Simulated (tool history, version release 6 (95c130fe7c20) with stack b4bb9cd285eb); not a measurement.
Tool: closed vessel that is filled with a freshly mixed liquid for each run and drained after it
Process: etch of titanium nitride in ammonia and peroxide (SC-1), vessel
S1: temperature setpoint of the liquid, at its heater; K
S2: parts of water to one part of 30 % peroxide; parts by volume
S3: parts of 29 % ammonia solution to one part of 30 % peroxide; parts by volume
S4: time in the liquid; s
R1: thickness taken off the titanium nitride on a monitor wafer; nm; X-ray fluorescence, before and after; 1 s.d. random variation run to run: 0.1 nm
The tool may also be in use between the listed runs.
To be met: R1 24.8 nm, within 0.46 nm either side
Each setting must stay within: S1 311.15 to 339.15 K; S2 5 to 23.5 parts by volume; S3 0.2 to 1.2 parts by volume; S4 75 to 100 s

run,day,S1,S2,S3,S4,R1
1,0,323.15,13,0.85,100,8.6511
2,0.062,323.15,13,1.1,100,8.9677
3,0.129,327.15,13,1.1,100,11.878
4,0.496,327.15,13,1.1,100,11.71
5,0.571,330.15,13,1.1,100,14.415
6,0.817,330.15,13,1.1,100,14.406
7,0.971,332.65,13,1.1,100,17.067
8,1.358,334.15,13,1.1,100,18.854
9,1.442,335.15,13,1.1,100,20.179

Next run, 4 choices. One meets every target within its allowed miss, the rest don't. Which?
A,1.525,337.15,11.5,1.2,100,?
B,1.525,337.65,17,1.2,75,?
C,1.525,338.65,12.5,1.2,100,?
D,1.525,338.15,12,1.2,100,?

move,R1
A,24.694
B,15.616
C,26.046
D,25.761
A: in spec on every target
B: misses by more than the last run did
C: moves the result that the last run missed by most past its target, out the other side
D: moves the result that the last run missed by most past its target, out the other side
The right move is A.

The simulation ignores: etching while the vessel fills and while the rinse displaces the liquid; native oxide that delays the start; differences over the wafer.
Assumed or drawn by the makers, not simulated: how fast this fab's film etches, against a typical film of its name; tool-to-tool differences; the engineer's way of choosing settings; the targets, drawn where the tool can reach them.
